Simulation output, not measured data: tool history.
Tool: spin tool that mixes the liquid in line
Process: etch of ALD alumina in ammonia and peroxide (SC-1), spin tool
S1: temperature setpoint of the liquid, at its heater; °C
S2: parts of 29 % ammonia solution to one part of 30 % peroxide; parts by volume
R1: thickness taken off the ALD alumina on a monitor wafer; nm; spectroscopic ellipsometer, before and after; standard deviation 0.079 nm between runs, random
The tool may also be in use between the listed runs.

run 1 day=0 | S1=57 S2=0.55 time_under_the_liquid_(s)=135 | R1=12.195
run 2 day=0.096 | S1=53.5 S2=0.55 time_under_the_liquid_(s)=135 | R1=10.137
run 3 day=0.421 | S1=53.5 S2=0.55 time_under_the_liquid_(s)=145 | R1=10.953
run 4 day=0.446 | S1=53.5 S2=0.55 time_under_the_liquid_(s)=145 | R1=10.988
run 5 day=0.725 | S1=48 S2=0.55 time_under_the_liquid_(s)=145 | R1=7.9973
run 6 day=0.775 | S1=48.5 S2=0.55 time_under_the_liquid_(s)=145 | R1=8.2296
run 7 day=0.938 | S1=49 S2=0.55 time_under_the_liquid_(s)=145 | R1=8.5384
run 8 day=1.192 | S1=49.5 S2=0.55 time_under_the_liquid_(s)=145 | R1=8.8241
run 9 day=1.554 | S1=50 S2=0.55 time_under_the_liquid_(s)=145 | R1=8.9507

Expected results for the next run?
run 10 day=1.821 | S1=50.5 S2=0.55 time_under_the_liquid_(s)=145 | R1=?

R1: 9.1763 nm
